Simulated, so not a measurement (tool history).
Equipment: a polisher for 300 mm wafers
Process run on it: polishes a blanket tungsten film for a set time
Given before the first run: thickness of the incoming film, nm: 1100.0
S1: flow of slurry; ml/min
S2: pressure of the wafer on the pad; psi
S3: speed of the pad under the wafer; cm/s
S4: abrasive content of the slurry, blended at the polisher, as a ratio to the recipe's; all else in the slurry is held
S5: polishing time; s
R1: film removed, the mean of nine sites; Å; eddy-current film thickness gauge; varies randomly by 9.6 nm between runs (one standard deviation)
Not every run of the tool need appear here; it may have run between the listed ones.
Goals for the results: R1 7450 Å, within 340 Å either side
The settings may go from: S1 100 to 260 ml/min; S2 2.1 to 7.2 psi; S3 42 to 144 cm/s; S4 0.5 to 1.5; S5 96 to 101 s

run,hour,S1,S2,S3,S4,S5,R1
1,0,165,4.6,92,1,96,4769.1
2,5.2,165,4.6,78,1,96,4124.2
3,10.3,165,5.1,78,1,96,4425.1
4,18.6,165,5.5,80,1,96,4756.7
5,24,195,5.5,80,1,96,4994.3
6,31.8,195,5.8,82,1,96,5235.7
7,40.5,195,6.1,84,1,96,5631.1
8,45.5,195,6.3,86,1,96,6139.7
9,46.2,195,6.5,86,1,96,6089.1

Which of these 4 next moves meets every target?
A,46.9,175,7.2,106,1.05,96,?
B,46.9,210,6.8,92,1.35,100,?
C,46.9,145,7.1,60,0.95,101,?
D,46.9,215,6.8,108,0.95,101,?

move,R1
A,8121.9
B,7500.3
C,4644.9
D,8413.2
A: moves the result that the last run missed by most past its target, out the other side
B: each result inside its tolerance
C: lands further from the targets than the last run did
D: moves the result that the last run missed by most past its target, out the other side
So the answer is move B, the one that meets all the targets.

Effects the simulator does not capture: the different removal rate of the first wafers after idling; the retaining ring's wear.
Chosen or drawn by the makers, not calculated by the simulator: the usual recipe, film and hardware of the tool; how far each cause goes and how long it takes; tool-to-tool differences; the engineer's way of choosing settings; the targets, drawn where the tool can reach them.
